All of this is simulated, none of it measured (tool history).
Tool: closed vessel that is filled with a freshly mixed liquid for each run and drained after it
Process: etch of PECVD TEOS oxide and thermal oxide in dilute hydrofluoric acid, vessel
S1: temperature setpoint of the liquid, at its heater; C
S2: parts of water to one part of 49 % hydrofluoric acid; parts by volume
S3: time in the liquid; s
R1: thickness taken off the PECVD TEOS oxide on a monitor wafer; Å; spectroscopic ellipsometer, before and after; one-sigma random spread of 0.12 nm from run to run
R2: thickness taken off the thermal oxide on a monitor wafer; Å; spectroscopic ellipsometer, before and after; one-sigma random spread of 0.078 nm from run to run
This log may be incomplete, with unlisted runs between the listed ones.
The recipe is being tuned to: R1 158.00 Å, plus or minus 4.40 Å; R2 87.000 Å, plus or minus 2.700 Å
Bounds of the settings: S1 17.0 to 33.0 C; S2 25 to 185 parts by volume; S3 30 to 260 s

run  hour    S1   S2   S3      R1      R2
  1   0.0  25.0  105  130  120.95  66.656
  2   3.5  25.0  135  130   90.98  49.412
  3   5.1  26.5  130  130  101.49  55.274
  4   6.0  28.0  125  130  110.74  61.342
  5  11.3  29.0  120  130  121.17  65.960
  6  14.4  27.0  120  130  110.74  61.819
  7  20.4  28.0  115  130  122.68  67.035
  8  27.6  29.0  115  130  127.04  70.522
  9  36.3  30.0  115  130  133.58  73.749
 10  44.3  30.5  115  130  134.78  74.754
 11  49.6  31.0  115  130  137.22  74.589
 12  57.8  31.5  115  130  140.39  76.051
 13  65.5  33.0  105  130  166.60  91.445

Below are 5 possible settings for the next run. Only one of them brings all results inside the allowed miss of their targets. Which is it?
  A  73.2  33.0  130  175   ?   ?
  B  73.2  33.0   95  120   ?   ?
  C  73.2  33.0   90  105   ?   ?
  D  73.2  27.0  100  165   ?   ?
  E  73.2  33.0  105  135   ?   ?

move      R1      R2
   A  171.34  95.412
   B  169.35  94.302
   C  157.62  87.768
   D  175.31  97.620
   E  169.78  94.543
A: lands further from the targets than the last run did
B: lands further from the targets than the last run did
C: all results in spec
D: lands further from the targets than the last run did
E: lands further from the targets than the last run did
Move C is the one to make.
